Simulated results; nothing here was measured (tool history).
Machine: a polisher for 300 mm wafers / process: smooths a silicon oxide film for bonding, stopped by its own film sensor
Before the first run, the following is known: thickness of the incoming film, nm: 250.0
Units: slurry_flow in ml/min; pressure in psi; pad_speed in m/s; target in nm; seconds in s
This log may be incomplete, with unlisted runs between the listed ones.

Run 1, day 0.000: slurry_flow 250 ml/min, pressure 1.9 psi, pad_speed 0.92 m/s, slurry_solids 1.00, target 200 nm. Result: seconds 88.781 s.
Run 2, day 0.312: slurry_flow 250 ml/min, pressure 1.6 psi, pad_speed 0.92 m/s, slurry_solids 1.00, target 200 nm. Result: seconds 111.680 s.
Run 3, day 0.638: slurry_flow 250 ml/min, pressure 1.7 psi, pad_speed 0.92 m/s, slurry_solids 1.00, target 200 nm. Result: seconds 104.770 s.
Run 4, day 0.746: slurry_flow 250 ml/min, pressure 1.7 psi, pad_speed 0.92 m/s, slurry_solids 0.80, target 200 nm. Result: seconds 110.870 s.
Run 5, day 0.858: slurry_flow 250 ml/min, pressure 1.8 psi, pad_speed 0.92 m/s, slurry_solids 0.80, target 200 nm. Result: seconds 105.590 s.
Run 6, day 1.217: slurry_flow 250 ml/min, pressure 1.8 psi, pad_speed 0.92 m/s, slurry_solids 0.80, target 198 nm. Result: seconds 109.470 s.
Run 7, day 1.367: slurry_flow 250 ml/min, pressure 1.9 psi, pad_speed 0.92 m/s, slurry_solids 0.80, target 198 nm. Result: seconds 103.630 s.
Run 8, day 1.454: slurry_flow 250 ml/min, pressure 2.0 psi, pad_speed 0.92 m/s, slurry_solids 0.80, target 198 nm. Result: seconds 96.339 s.
Run 9, day 1.696: slurry_flow 250 ml/min, pressure 2.1 psi, pad_speed 0.92 m/s, slurry_solids 0.80, target 198 nm. Result: seconds 96.721 s.
Run 10, day 2.021: slurry_flow 250 ml/min, pressure 2.1 psi, pad_speed 0.92 m/s, slurry_solids 0.80, target 198 nm. Result: seconds 92.996 s.
Run 11, day 2.054: slurry_flow 250 ml/min, pressure 2.2 psi, pad_speed 0.92 m/s, slurry_solids 0.80, target 198 nm. Result: seconds 88.743 s.
Run 12, day 2.200: slurry_flow 250 ml/min, pressure 2.8 psi, pad_speed 1.06 m/s, slurry_solids 0.85, target 198 nm. Result: seconds 61.867 s.

Run 13, settings as shown, results not yet in. Your forecast:
Run 13, day 2.504: slurry_flow 250 ml/min, pressure 2.9 psi, pad_speed 1.10 m/s, slurry_solids 0.85, target 198 nm. Result: seconds ?.

seconds: 59.431 s
